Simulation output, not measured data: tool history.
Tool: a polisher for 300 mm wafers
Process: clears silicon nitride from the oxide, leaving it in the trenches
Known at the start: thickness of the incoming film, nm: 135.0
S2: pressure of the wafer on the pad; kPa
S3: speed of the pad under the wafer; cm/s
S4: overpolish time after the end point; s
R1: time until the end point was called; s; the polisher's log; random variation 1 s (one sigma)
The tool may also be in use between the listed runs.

run 1 hour=0.0 | flow_of_slurry_(ml/min)=130 S2=17.9 S3=96 S4=19 | R1=172.83
run 2 hour=3.5 | flow_of_slurry_(ml/min)=130 S2=17.9 S3=96 S4=19 | R1=168.55
run 3 hour=4.7 | flow_of_slurry_(ml/min)=130 S2=17.9 S3=86 S4=19 | R1=192.73
run 4 hour=11.6 | flow_of_slurry_(ml/min)=135 S2=19.3 S3=86 S4=19 | R1=178.63
run 5 hour=13.4 | flow_of_slurry_(ml/min)=135 S2=20.7 S3=86 S4=19 | R1=166.61
run 6 hour=14.9 | flow_of_slurry_(ml/min)=135 S2=17.2 S3=86 S4=19 | R1=198.84

Forecast run 7:
run 7 hour=15.7 | flow_of_slurry_(ml/min)=135 S2=18.6 S3=86 S4=19 | R1=?

R1: 181.92 s

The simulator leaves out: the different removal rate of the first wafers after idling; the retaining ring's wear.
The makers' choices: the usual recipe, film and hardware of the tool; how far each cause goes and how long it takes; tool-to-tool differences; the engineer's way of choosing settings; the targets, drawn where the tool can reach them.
